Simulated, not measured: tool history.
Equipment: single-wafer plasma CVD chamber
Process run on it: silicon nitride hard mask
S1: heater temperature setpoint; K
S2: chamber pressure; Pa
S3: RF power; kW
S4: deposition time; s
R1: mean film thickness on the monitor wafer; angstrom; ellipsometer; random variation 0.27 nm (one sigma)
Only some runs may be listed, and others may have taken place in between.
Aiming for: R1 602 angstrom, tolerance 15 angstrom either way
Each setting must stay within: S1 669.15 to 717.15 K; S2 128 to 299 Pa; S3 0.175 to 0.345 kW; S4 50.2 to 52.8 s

Run 1, hour 0: S1 693.15 K, S2 213 Pa, S3 0.26 kW, S4 52.8 s. Result: R1 525.81 angstrom.
Run 2, hour 4.9: S1 693.15 K, S2 221 Pa, S3 0.265 kW, S4 52.8 s. Result: R1 539.43 angstrom.
Run 3, hour 8.9: S1 687.15 K, S2 221 Pa, S3 0.265 kW, S4 52.8 s. Result: R1 544.1 angstrom.
Run 4, hour 17: S1 693.15 K, S2 221 Pa, S3 0.265 kW, S4 52.8 s. Result: R1 538.98 angstrom.
Run 5, hour 25.3: S1 693.15 K, S2 221 Pa, S3 0.265 kW, S4 52.8 s. Result: R1 537.99 angstrom.
Run 6, hour 32.8: S1 693.15 K, S2 229 Pa, S3 0.27 kW, S4 52.8 s. Result: R1 553.01 angstrom.
Run 7, hour 39.6: S1 693.15 K, S2 229 Pa, S3 0.27 kW, S4 52.8 s. Result: R1 549.66 angstrom.
Run 8, hour 41.4: S1 693.15 K, S2 236 Pa, S3 0.275 kW, S4 52.8 s. Result: R1 563.37 angstrom.

Next run, 4 choices. One meets every target within its allowed miss, the rest don't. Which?
Run A, hour 43.2: S1 700.15 K, S2 289 Pa, S3 0.31 kW, S4 52.8 s. Result: R1 ?.
Run B, hour 43.2: S1 688.15 K, S2 251 Pa, S3 0.25 kW, S4 50.4 s. Result: R1 ?.
Run C, hour 43.2: S1 698.15 K, S2 215 Pa, S3 0.255 kW, S4 52.8 s. Result: R1 ?.
Run D, hour 43.2: S1 710.15 K, S2 227 Pa, S3 0.31 kW, S4 52.8 s. Result: R1 ?.

move      R1
   A  635.83
   B  504.82
   C  518.09
   D  602.19
A: pushes the last run's worst result past its target
B: misses by more than the last run did
C: misses by more than the last run did
D: every result lands within tolerance
D is the move that brings every result within its allowed miss.
